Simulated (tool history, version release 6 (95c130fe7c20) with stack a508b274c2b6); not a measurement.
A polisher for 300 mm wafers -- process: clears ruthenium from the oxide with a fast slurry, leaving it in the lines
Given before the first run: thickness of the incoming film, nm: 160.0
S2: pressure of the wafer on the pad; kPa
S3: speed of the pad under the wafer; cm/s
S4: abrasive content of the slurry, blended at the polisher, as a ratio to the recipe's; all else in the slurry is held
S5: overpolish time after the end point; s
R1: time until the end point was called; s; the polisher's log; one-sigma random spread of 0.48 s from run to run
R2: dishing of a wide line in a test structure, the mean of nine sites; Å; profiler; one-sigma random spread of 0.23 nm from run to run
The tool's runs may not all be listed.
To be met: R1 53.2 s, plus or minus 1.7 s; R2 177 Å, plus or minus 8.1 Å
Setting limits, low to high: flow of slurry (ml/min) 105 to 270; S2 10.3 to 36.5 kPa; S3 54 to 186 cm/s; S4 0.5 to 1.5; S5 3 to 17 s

Run 1, hour 0: flow of slurry (ml/min) 175, S2 23.4 kPa, S3 118 cm/s, S4 1, S5 9 s. Result: R1 30.261 s, R2 368.18 Å.
Run 2, hour 8.8: flow of slurry (ml/min) 175, S2 20.7 kPa, S3 118 cm/s, S4 1, S5 9 s. Result: R1 34.837 s, R2 330.15 Å.
Run 3, hour 17.5: flow of slurry (ml/min) 175, S2 20.7 kPa, S3 92 cm/s, S4 1, S5 9 s. Result: R1 41.121 s, R2 277.26 Å.
Run 4, hour 25.4: flow of slurry (ml/min) 175, S2 20.7 kPa, S3 122 cm/s, S4 1, S5 9 s. Result: R1 33.608 s, R2 332.33 Å.
Run 5, hour 32.7: flow of slurry (ml/min) 175, S2 22.8 kPa, S3 122 cm/s, S4 1, S5 9 s. Result: R1 30.225 s, R2 381.77 Å.
Run 6, hour 37.6: flow of slurry (ml/min) 175, S2 19.3 kPa, S3 122 cm/s, S4 1, S5 9 s. Result: R1 35.093 s, R2 321.06 Å.
Run 7, hour 40.8: flow of slurry (ml/min) 175, S2 16.5 kPa, S3 120 cm/s, S4 1, S5 8 s. Result: R1 41.493 s, R2 253.14 Å.
Run 8, hour 45.1: flow of slurry (ml/min) 175, S2 15.2 kPa, S3 120 cm/s, S4 1, S5 8 s. Result: R1 45.956 s, R2 232.89 Å.
Run 9, hour 50.9: flow of slurry (ml/min) 170, S2 12.4 kPa, S3 120 cm/s, S4 1, S5 6 s. Result: R1 54.953 s, R2 149.08 Å.
Run 10, hour 53.6: flow of slurry (ml/min) 175, S2 12.4 kPa, S3 120 cm/s, S4 1, S5 6 s. Result: R1 55.9 s, R2 146.97 Å.

Exercise: of the 4 proposed moves below, exactly one satisfies all targets within the stated allowed misses. Which move is it?
Run A, hour 56.3: flow of slurry (ml/min) 195, S2 13.1 kPa, S3 102 cm/s, S4 1.05, S5 7 s. Result: R1 ?, R2 ?.
Run B, hour 56.3: flow of slurry (ml/min) 180, S2 14.5 kPa, S3 96 cm/s, S4 1.15, S5 7 s. Result: R1 ?, R2 ?.
Run C, hour 56.3: flow of slurry (ml/min) 160, S2 11.7 kPa, S3 134 cm/s, S4 1.05, S5 8 s. Result: R1 ?, R2 ?.
Run D, hour 56.3: flow of slurry (ml/min) 200, S2 11.7 kPa, S3 108 cm/s, S4 1.15, S5 6 s. Result: R1 ?, R2 ?.

move      R1      R2
   A  58.201  162.31
   B  54.201   173.6
   C  52.824  201.57
   D  59.094  138.18
A: gains on the last run, yet a result remains outside its allowed miss
B: every result lands within tolerance
C: moves the result that the last run missed by most past its target, out the other side
D: lands further from the targets than the last run did
Move B is the one to make.
